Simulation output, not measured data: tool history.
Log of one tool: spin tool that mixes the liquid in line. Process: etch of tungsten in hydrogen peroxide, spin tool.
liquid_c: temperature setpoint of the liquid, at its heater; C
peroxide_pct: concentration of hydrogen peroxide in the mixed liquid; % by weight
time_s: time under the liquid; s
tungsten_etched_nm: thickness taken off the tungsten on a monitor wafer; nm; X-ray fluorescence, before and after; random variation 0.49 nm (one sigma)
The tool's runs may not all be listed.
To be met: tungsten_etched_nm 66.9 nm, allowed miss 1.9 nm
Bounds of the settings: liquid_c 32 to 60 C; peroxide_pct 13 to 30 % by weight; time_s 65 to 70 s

| run | hour | liquid_c | peroxide_pct | time_s | tungsten_etched_nm |
|---|---|---|---|---|---|
| 1 | 0 | 44 | 24 | 65 | 51.183 |
| 2 | 8.9 | 44 | 24 | 70 | 55.69 |
| 3 | 17.3 | 44.5 | 24 | 70 | 57.271 |
| 4 | 24.1 | 45 | 24 | 70 | 59.213 |
| 5 | 26.1 | 40.5 | 24 | 70 | 44.418 |
| 6 | 31.5 | 42 | 24 | 70 | 49.284 |
| 7 | 39.2 | 43 | 24 | 70 | 51.37 |
| 8 | 47.4 | 44 | 24 | 70 | 55.858 |
| 9 | 51.5 | 44.5 | 24 | 70 | 57.551 |
| 10 | 60.3 | 45 | 24 | 70 | 59.772 |
| 11 | 64.2 | 45.5 | 24 | 70 | 61.138 |
| 12 | 71.3 | 45.5 | 24 | 70 | 60.648 |
| 13 | 73.1 | 47.5 | 24 | 70 | 69.235 |

Which of these 5 next moves meets every target?
| A | 74.9 | 50.5 | 22.5 | 65 | ? |
| B | 74.9 | 49 | 22 | 65 | ? |
| C | 74.9 | 47 | 24.5 | 65 | ? |
| D | 74.9 | 47 | 24 | 65 | ? |
| E | 74.9 | 45.5 | 29 | 65 | ? |

| move | tungsten_etched_nm |
|---|---|
| A | 74.815 |
| B | 67.488 |
| C | 62.929 |
| D | 62.283 |
| E | 62.332 |
A: further off than the last run
B: meets every target
C: takes the result that was furthest off past its target
D: takes the result that was furthest off past its target
E: takes the result that was furthest off past its target
The right move is B.

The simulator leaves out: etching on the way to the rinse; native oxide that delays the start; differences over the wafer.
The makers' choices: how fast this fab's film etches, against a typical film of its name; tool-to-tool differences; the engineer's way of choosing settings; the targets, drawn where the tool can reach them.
